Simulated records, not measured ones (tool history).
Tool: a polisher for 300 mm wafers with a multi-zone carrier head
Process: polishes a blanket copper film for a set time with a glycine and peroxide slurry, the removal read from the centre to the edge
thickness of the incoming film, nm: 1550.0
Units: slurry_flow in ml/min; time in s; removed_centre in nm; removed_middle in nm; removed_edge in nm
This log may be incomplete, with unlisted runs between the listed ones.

| run | hour | slurry_flow | centre_zone | middle_zone | edge_zone | time | removed_centre | removed_middle | removed_edge |
|---|---|---|---|---|---|---|---|---|---|
| 1 | 0.0 | 170 | 1.00 | 1.00 | 1.00 | 65 | 427.77 | 415.38 | 445.18 |
| 2 | 7.6 | 165 | 1.02 | 0.96 | 0.97 | 60 | 405.30 | 378.17 | 392.37 |
| 3 | 10.2 | 165 | 1.09 | 0.96 | 0.97 | 60 | 428.85 | 381.37 | 395.15 |
| 4 | 17.8 | 165 | 1.09 | 1.02 | 0.97 | 60 | 431.70 | 390.09 | 401.45 |
| 5 | 21.8 | 165 | 1.09 | 1.02 | 0.93 | 60 | 432.67 | 395.34 | 391.94 |
| 6 | 25.0 | 145 | 1.09 | 1.02 | 0.93 | 60 | 418.68 | 383.92 | 388.64 |
| 7 | 29.3 | 145 | 1.09 | 1.02 | 0.93 | 60 | 420.91 | 385.58 | 392.30 |
| 8 | 33.7 | 140 | 1.11 | 0.98 | 0.95 | 56 | 390.61 | 349.09 | 361.31 |
| 9 | 41.2 | 140 | 1.13 | 0.94 | 0.96 | 54 | 389.70 | 319.61 | 353.14 |
| 10 | 45.5 | 135 | 1.13 | 0.91 | 0.94 | 53 | 372.98 | 309.69 | 340.54 |
| 11 | 54.3 | 130 | 1.14 | 0.89 | 0.93 | 52 | 371.28 | 285.89 | 332.48 |
| 12 | 63.1 | 130 | 1.14 | 0.89 | 0.91 | 51 | 361.24 | 284.28 | 319.38 |
| 13 | 65.1 | 125 | 1.14 | 0.88 | 0.90 | 51 | 361.27 | 275.23 | 312.97 |
| 14 | 73.6 | 120 | 1.14 | 0.88 | 0.89 | 51 | 350.72 | 283.75 | 317.41 |
| 15 | 76.3 | 120 | 1.15 | 0.87 | 0.88 | 51 | 365.16 | 280.56 | 315.24 |

Run 16 is up next; what results do you expect?
| 16 | 84.6 | 105 | 1.13 | 0.83 | 0.85 | 49 | ? | ? | ? |

Logged for run 16: removed_centre 332.12 nm, removed_middle 248.92 nm, removed_edge 295.19 nm.
